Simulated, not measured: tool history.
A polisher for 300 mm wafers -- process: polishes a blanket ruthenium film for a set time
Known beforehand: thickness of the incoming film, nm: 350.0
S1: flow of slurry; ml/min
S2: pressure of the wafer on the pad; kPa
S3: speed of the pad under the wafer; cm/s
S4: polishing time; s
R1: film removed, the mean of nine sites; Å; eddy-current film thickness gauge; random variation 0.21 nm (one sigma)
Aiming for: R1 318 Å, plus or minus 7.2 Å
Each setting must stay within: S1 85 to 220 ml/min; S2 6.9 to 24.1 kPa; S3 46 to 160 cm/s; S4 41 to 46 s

Run 1, hour 0: S1 140 ml/min, S2 15.2 kPa, S3 102 cm/s, S4 46 s. Result: R1 485.73 Å.
Run 2, hour 7.8: S1 135 ml/min, S2 14.5 kPa, S3 102 cm/s, S4 46 s. Result: R1 458.88 Å.
Run 3, hour 16.5: S1 165 ml/min, S2 14.5 kPa, S3 102 cm/s, S4 46 s. Result: R1 482.85 Å.
Run 4, hour 25.4: S1 180 ml/min, S2 14.5 kPa, S3 102 cm/s, S4 46 s. Result: R1 484.99 Å.
Run 5, hour 27.1: S1 180 ml/min, S2 14.5 kPa, S3 126 cm/s, S4 46 s. Result: R1 587.88 Å.
Run 6, hour 29.6: S1 180 ml/min, S2 14.5 kPa, S3 126 cm/s, S4 46 s. Result: R1 593.95 Å.
Run 7, hour 37.2: S1 170 ml/min, S2 13.1 kPa, S3 124 cm/s, S4 46 s. Result: R1 529.11 Å.
Run 8, hour 39.4: S1 165 ml/min, S2 11.7 kPa, S3 122 cm/s, S4 46 s. Result: R1 458.19 Å.
Run 9, hour 47.2: S1 155 ml/min, S2 11 kPa, S3 122 cm/s, S4 46 s. Result: R1 431.75 Å.
Run 10, hour 53.2: S1 115 ml/min, S2 6.9 kPa, S3 122 cm/s, S4 46 s. Result: R1 257.65 Å.
Run 11, hour 56.4: S1 125 ml/min, S2 6.9 kPa, S3 122 cm/s, S4 46 s. Result: R1 262 Å.
Run 12, hour 59.4: S1 135 ml/min, S2 6.9 kPa, S3 122 cm/s, S4 46 s. Result: R1 268.71 Å.
Run 13, hour 60.9: S1 145 ml/min, S2 6.9 kPa, S3 122 cm/s, S4 46 s. Result: R1 272.08 Å.
Run 14, hour 67.3: S1 155 ml/min, S2 6.9 kPa, S3 122 cm/s, S4 46 s. Result: R1 277.32 Å.
Run 15, hour 75.8: S1 165 ml/min, S2 6.9 kPa, S3 122 cm/s, S4 46 s. Result: R1 278.95 Å.
Run 16, hour 84.4: S1 170 ml/min, S2 6.9 kPa, S3 122 cm/s, S4 46 s. Result: R1 279.77 Å.

Which single option among these 5 for the next run brings every result within its allowed miss of target? Just one does.
Run A, hour 93: S1 145 ml/min, S2 7.6 kPa, S3 122 cm/s, S4 46 s. Result: R1 ?.
Run B, hour 93: S1 220 ml/min, S2 7.6 kPa, S3 116 cm/s, S4 46 s. Result: R1 ?.
Run C, hour 93: S1 165 ml/min, S2 7.6 kPa, S3 122 cm/s, S4 46 s. Result: R1 ?.
Run D, hour 93: S1 200 ml/min, S2 8.3 kPa, S3 118 cm/s, S4 44 s. Result: R1 ?.
Run E, hour 93: S1 170 ml/min, S2 8.3 kPa, S3 122 cm/s, S4 42 s. Result: R1 ?.

move      R1
   A  297.98
   B  302.81
   C  305.06
   D  315.78
   E  303.88
A: nearer the targets than the last run, but a result is still out of spec
B: nearer the targets than the last run, but a result is still out of spec
C: nearer the targets than the last run, but a result is still out of spec
D: every result within its allowed miss
E: nearer the targets than the last run, but a result is still out of spec
So the answer is move D, the one that meets all the targets.

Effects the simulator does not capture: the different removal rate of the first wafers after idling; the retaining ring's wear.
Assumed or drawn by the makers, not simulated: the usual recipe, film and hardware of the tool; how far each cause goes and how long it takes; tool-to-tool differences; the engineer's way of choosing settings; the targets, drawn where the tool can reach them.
